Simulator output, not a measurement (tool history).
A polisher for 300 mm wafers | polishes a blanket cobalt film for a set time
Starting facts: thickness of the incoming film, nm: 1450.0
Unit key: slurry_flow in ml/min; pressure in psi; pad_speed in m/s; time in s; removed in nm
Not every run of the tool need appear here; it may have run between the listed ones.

run    day  slurry_flow  pressure  pad_speed  time  removed
  1      0          145       2.1       1.28    47   267.86
  2   0.25          140       2.1       1.28    47   266.68
  3  0.571          125       2.1       1.28    47   263.45
  4  0.621          125       2.1        1.6    47   314.96
  5  0.925          125         2        1.6    47   307.99
  6  1.129           95         2        1.6    47   286.51

For run 7, what comes out?
  7  1.325           95       1.9        1.6    47        ?

removed: 276.73 nm
